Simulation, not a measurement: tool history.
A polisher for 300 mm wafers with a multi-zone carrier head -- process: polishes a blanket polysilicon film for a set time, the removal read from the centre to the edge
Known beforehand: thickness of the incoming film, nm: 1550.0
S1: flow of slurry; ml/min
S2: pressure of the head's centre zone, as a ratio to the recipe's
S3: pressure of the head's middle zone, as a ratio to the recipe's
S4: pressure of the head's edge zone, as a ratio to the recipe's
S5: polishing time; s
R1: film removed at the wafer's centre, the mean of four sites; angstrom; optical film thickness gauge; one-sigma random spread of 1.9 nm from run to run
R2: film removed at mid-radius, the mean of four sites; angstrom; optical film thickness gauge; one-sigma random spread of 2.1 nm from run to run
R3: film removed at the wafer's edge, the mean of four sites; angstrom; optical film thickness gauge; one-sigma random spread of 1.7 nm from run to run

run  hour   S1    S2    S3    S4  S5      R1      R2      R3
  1     0  230     1     1     1  49  4197.7  4032.8  4126.2
  2   3.7  220  0.96  0.99  0.95  44  3609.1  3595.5  3572.2
  3   6.1  220  0.96  0.99  0.95  54  4455.2  4428.8  4407.6
  4   6.8  220  0.96  0.99  0.95  59  4855.8  4854.7  4813.9
  5  13.5  205  0.92  0.97  0.91  52  4050.1  4131.4    4115
  6  19.1  200   0.9  0.97  0.89  47  3544.4  3778.2  3692.9
  7  20.2  200  0.89  0.96  0.87  43  3232.1  3362.4  3334.3
  8  21.6  195  0.88  0.96  0.85  41  3022.2  3239.7  3147.2

Run 9, settings as shown, results not yet in. Your forecast:
  9  26.4  175  0.86  0.94  0.81  34   ?   ?   ?

R1: 2364.2 angstrom
R2: 2607.5 angstrom
R3: 2511.5 angstrom
